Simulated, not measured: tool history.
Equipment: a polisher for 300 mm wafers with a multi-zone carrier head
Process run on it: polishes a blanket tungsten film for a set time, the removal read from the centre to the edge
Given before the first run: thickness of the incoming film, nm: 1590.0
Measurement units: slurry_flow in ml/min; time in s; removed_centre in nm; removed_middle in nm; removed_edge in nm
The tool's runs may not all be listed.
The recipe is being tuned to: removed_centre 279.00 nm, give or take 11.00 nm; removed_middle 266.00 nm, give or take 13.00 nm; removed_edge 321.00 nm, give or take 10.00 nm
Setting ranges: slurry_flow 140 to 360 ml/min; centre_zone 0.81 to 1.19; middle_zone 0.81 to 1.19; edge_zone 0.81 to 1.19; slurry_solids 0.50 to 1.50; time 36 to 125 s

{"run": 1, "hour": 0.0, "slurry_flow": 230, "centre_zone": 1.0, "middle_zone": 1.0, "edge_zone": 1.0, "slurry_solids": 1.0, "time": 80, "removed_centre": 438.0, "removed_middle": 443.13, "removed_edge": 443.53}
{"run": 2, "hour": 6.6, "slurry_flow": 230, "centre_zone": 1.0, "middle_zone": 0.92, "edge_zone": 1.0, "slurry_solids": 1.0, "time": 80, "removed_centre": 436.76, "removed_middle": 423.06, "removed_edge": 455.9}
{"run": 3, "hour": 13.0, "slurry_flow": 230, "centre_zone": 1.0, "middle_zone": 0.92, "edge_zone": 0.96, "slurry_solids": 1.0, "time": 80, "removed_centre": 437.59, "removed_middle": 416.36, "removed_edge": 441.43}
{"run": 4, "hour": 18.1, "slurry_flow": 230, "centre_zone": 1.0, "middle_zone": 0.92, "edge_zone": 0.96, "slurry_solids": 0.9, "time": 80, "removed_centre": 433.07, "removed_middle": 403.7, "removed_edge": 427.9}
{"run": 5, "hour": 20.1, "slurry_flow": 230, "centre_zone": 1.04, "middle_zone": 0.92, "edge_zone": 0.96, "slurry_solids": 0.9, "time": 80, "removed_centre": 436.11, "removed_middle": 395.81, "removed_edge": 427.65}
{"run": 6, "hour": 22.3, "slurry_flow": 225, "centre_zone": 1.02, "middle_zone": 0.91, "edge_zone": 0.97, "slurry_solids": 0.85, "time": 77, "removed_centre": 410.38, "removed_middle": 368.93, "removed_edge": 403.02}
{"run": 7, "hour": 26.2, "slurry_flow": 220, "centre_zone": 0.99, "middle_zone": 0.9, "edge_zone": 0.98, "slurry_solids": 0.8, "time": 76, "removed_centre": 386.83, "removed_middle": 363.24, "removed_edge": 391.12}
{"run": 8, "hour": 32.2, "slurry_flow": 215, "centre_zone": 0.98, "middle_zone": 0.89, "edge_zone": 1.0, "slurry_solids": 0.75, "time": 75, "removed_centre": 362.85, "removed_middle": 344.38, "removed_edge": 387.03}
{"run": 9, "hour": 38.5, "slurry_flow": 210, "centre_zone": 0.97, "middle_zone": 0.88, "edge_zone": 1.0, "slurry_solids": 0.7, "time": 74, "removed_centre": 351.87, "removed_middle": 335.45, "removed_edge": 376.29}
{"run": 10, "hour": 44.7, "slurry_flow": 205, "centre_zone": 0.96, "middle_zone": 0.87, "edge_zone": 1.0, "slurry_solids": 0.65, "time": 73, "removed_centre": 342.37, "removed_middle": 313.05, "removed_edge": 354.66}
{"run": 11, "hour": 48.5, "slurry_flow": 200, "centre_zone": 0.95, "middle_zone": 0.86, "edge_zone": 1.01, "slurry_solids": 0.65, "time": 73, "removed_centre": 331.28, "removed_middle": 312.09, "removed_edge": 364.19}
{"run": 12, "hour": 51.0, "slurry_flow": 195, "centre_zone": 0.94, "middle_zone": 0.85, "edge_zone": 1.01, "slurry_solids": 0.65, "time": 73, "removed_centre": 329.85, "removed_middle": 312.27, "removed_edge": 362.07}
{"run": 13, "hour": 57.6, "slurry_flow": 190, "centre_zone": 0.93, "middle_zone": 0.84, "edge_zone": 1.01, "slurry_solids": 0.65, "time": 72, "removed_centre": 316.51, "removed_middle": 292.31, "removed_edge": 356.43}
{"run": 14, "hour": 63.4, "slurry_flow": 185, "centre_zone": 0.92, "middle_zone": 0.84, "edge_zone": 1.0, "slurry_solids": 0.65, "time": 72, "removed_centre": 309.52, "removed_middle": 298.06, "removed_edge": 344.48}
{"run": 15, "hour": 69.1, "slurry_flow": 180, "centre_zone": 0.92, "middle_zone": 0.84, "edge_zone": 1.0, "slurry_solids": 0.65, "time": 72, "removed_centre": 319.41, "removed_middle": 299.76, "removed_edge": 345.98}
{"run": 16, "hour": 76.8, "slurry_flow": 180, "centre_zone": 0.91, "middle_zone": 0.84, "edge_zone": 1.0, "slurry_solids": 0.65, "time": 72, "removed_centre": 307.98, "removed_middle": 306.4, "removed_edge": 351.22}

5 next moves are on the table. One of them brings every result within its allowed miss. Which?
{"run": "A", "hour": 84.5, "slurry_flow": 170, "centre_zone": 0.92, "middle_zone": 0.82, "edge_zone": 1.04, "slurry_solids": 0.6, "time": 67, "removed_centre": "?", "removed_middle": "?", "removed_edge": "?"}
{"run": "B", "hour": 84.5, "slurry_flow": 140, "centre_zone": 1.08, "middle_zone": 0.88, "edge_zone": 0.81, "slurry_solids": 0.5, "time": 78, "removed_centre": "?", "removed_middle": "?", "removed_edge": "?"}
{"run": "C", "hour": 84.5, "slurry_flow": 180, "centre_zone": 0.81, "middle_zone": 0.81, "edge_zone": 1.08, "slurry_solids": 0.7, "time": 77, "removed_centre": "?", "removed_middle": "?", "removed_edge": "?"}
{"run": "D", "hour": 84.5, "slurry_flow": 165, "centre_zone": 0.88, "middle_zone": 0.86, "edge_zone": 1.01, "slurry_solids": 0.7, "time": 85, "removed_centre": "?", "removed_middle": "?", "removed_edge": "?"}
{"run": "E", "hour": 84.5, "slurry_flow": 170, "centre_zone": 0.85, "middle_zone": 0.87, "edge_zone": 0.95, "slurry_solids": 0.8, "time": 66, "removed_centre": "?", "removed_middle": "?", "removed_edge": "?"}

move=A removed_centre=277.50 removed_middle=271.70 removed_edge=320.45
move=B removed_centre=344.81 removed_middle=302.98 removed_edge=306.35
move=C removed_centre=296.08 removed_middle=326.66 removed_edge=394.64
move=D removed_centre=349.20 removed_middle=369.86 removed_edge=416.39
move=E removed_centre=273.31 removed_middle=302.07 removed_edge=326.97
A: hits every target within its allowed miss
B: lands further from the targets than the last run did
C: lands further from the targets than the last run did
D: lands further from the targets than the last run did
E: closer than the last run, but not yet in spec
So the answer is move A, the one that meets all the targets.
